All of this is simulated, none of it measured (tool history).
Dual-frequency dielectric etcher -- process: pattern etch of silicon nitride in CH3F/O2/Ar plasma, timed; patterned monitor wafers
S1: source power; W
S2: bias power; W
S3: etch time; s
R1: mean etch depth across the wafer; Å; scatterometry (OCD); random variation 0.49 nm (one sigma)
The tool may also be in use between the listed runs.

{"run": 1, "day": 0.0, "S1": 340, "S2": 85, "S3": 78, "R1": 616.07}
{"run": 2, "day": 0.346, "S1": 360, "S2": 88, "S3": 78, "R1": 643.78}
{"run": 3, "day": 0.375, "S1": 360, "S2": 93, "S3": 78, "R1": 643.77}
{"run": 4, "day": 0.65, "S1": 360, "S2": 93, "S3": 78, "R1": 651.58}
{"run": 5, "day": 0.75, "S1": 390, "S2": 93, "S3": 78, "R1": 675.93}
{"run": 6, "day": 0.817, "S1": 400, "S2": 94, "S3": 78, "R1": 673.81}

Expected results for the next run?
{"run": 7, "day": 0.854, "S1": 410, "S2": 96, "S3": 78, "R1": "?"}

{"run 7": {"R1": 692.23}}

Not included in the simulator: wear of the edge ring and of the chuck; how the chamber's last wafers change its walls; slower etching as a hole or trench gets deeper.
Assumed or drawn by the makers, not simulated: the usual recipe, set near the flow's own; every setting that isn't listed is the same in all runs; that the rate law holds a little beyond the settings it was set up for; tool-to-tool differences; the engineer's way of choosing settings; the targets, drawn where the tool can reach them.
